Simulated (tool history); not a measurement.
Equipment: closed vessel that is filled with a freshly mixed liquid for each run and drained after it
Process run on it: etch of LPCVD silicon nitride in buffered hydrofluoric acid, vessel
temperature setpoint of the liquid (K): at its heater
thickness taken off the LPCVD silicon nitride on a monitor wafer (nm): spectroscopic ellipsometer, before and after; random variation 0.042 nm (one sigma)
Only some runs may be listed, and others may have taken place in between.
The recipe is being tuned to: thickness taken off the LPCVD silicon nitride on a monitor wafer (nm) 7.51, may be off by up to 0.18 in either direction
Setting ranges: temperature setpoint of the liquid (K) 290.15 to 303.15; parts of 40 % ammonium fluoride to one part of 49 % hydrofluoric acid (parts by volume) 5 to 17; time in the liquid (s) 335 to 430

| run | hour | temperature setpoint of the liquid (K) | parts of 40 % ammonium fluoride to one part of 49 % hydrofluoric acid (parts by volume) | time in the liquid (s) | thickness taken off the LPCVD silicon nitride on a monitor wafer (nm) |
|---|---|---|---|---|---|
| 1 | 0 | 295.15 | 10.5 | 430 | 5.1733 |
| 2 | 4.3 | 295.15 | 12 | 430 | 4.5171 |
| 3 | 6.1 | 295.15 | 12 | 430 | 4.5472 |
| 4 | 13.4 | 296.15 | 12 | 430 | 4.7499 |
| 5 | 17.2 | 296.15 | 10 | 430 | 5.6648 |
| 6 | 18.3 | 297.15 | 10 | 430 | 5.9664 |
| 7 | 26.4 | 298.15 | 10 | 430 | 6.3221 |
| 8 | 30.3 | 298.65 | 10 | 430 | 6.4267 |
| 9 | 36.1 | 299.15 | 10 | 430 | 6.6477 |
| 10 | 37.5 | 299.65 | 10 | 430 | 6.8351 |
| 11 | 45.6 | 300.15 | 10 | 430 | 7.1424 |
| 12 | 53.4 | 300.65 | 10 | 430 | 7.234 |

Consider the 5 candidate settings below. Which is the only one whose results all fall within their allowed miss of target?
| A | 61.2 | 299.15 | 9.5 | 430 | ? |
| B | 61.2 | 300.65 | 9 | 415 | ? |
| C | 61.2 | 301.15 | 9.5 | 400 | ? |
| D | 61.2 | 300.65 | 9 | 395 | ? |
| E | 61.2 | 299.15 | 8 | 365 | ? |

| move | thickness taken off the LPCVD silicon nitride on a monitor wafer (nm) |
|---|---|
| A | 6.8278 |
| B | 7.387 |
| C | 7.068 |
| D | 7.031 |
| E | 6.8125 |
A: lands further from the targets than the last run did
B: all results land within tolerance of their targets
C: lands further from the targets than the last run did
D: lands further from the targets than the last run did
E: lands further from the targets than the last run did
B is the move that brings every result within its allowed miss.
